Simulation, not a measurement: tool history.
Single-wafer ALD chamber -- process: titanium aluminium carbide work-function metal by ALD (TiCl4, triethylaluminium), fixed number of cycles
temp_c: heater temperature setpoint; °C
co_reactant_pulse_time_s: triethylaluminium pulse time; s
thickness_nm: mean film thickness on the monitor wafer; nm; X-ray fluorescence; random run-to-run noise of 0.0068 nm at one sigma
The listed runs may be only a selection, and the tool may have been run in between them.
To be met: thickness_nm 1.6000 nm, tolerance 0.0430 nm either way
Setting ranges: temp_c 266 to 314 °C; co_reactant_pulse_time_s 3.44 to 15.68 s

Run 1, hour 0.0: temp_c 290 °C, co_reactant_pulse_time_s 9.56 s. Result: thickness_nm 1.8891 nm.
Run 2, hour 3.0: temp_c 287 °C, co_reactant_pulse_time_s 8.89 s. Result: thickness_nm 1.8305 nm.
Run 3, hour 6.5: temp_c 284 °C, co_reactant_pulse_time_s 8.51 s. Result: thickness_nm 1.7887 nm.
Run 4, hour 14.4: temp_c 291 °C, co_reactant_pulse_time_s 8.51 s. Result: thickness_nm 1.8742 nm.
Run 5, hour 17.6: temp_c 288 °C, co_reactant_pulse_time_s 8.19 s. Result: thickness_nm 1.8170 nm.
Run 6, hour 20.6: temp_c 286 °C, co_reactant_pulse_time_s 7.93 s. Result: thickness_nm 1.8044 nm.
Run 7, hour 24.3: temp_c 283 °C, co_reactant_pulse_time_s 7.63 s. Result: thickness_nm 1.7623 nm.
Run 8, hour 32.6: temp_c 281 °C, co_reactant_pulse_time_s 7.39 s. Result: thickness_nm 1.7226 nm.
Run 9, hour 37.8: temp_c 280 °C, co_reactant_pulse_time_s 7.25 s. Result: thickness_nm 1.7082 nm.
Run 10, hour 45.1: temp_c 279 °C, co_reactant_pulse_time_s 7.12 s. Result: thickness_nm 1.6817 nm.
Run 11, hour 50.3: temp_c 271 °C, co_reactant_pulse_time_s 6.04 s. Result: thickness_nm 1.5420 nm.

Which of these 4 next moves meets every target?
Run A, hour 55.5: temp_c 266 °C, co_reactant_pulse_time_s 5.25 s. Result: thickness_nm ?.
Run B, hour 55.5: temp_c 274 °C, co_reactant_pulse_time_s 4.83 s. Result: thickness_nm ?.
Run C, hour 55.5: temp_c 275 °C, co_reactant_pulse_time_s 4.71 s. Result: thickness_nm ?.
Run D, hour 55.5: temp_c 269 °C, co_reactant_pulse_time_s 7.05 s. Result: thickness_nm ?.

move  thickness_nm
   A        1.4474
   B        1.4690
   C        1.4631
   D        1.6009
A: its largest miss is bigger than the last run's
B: its largest miss is bigger than the last run's
C: its largest miss is bigger than the last run's
D: each result inside its tolerance
Go with D: it meets all targets.
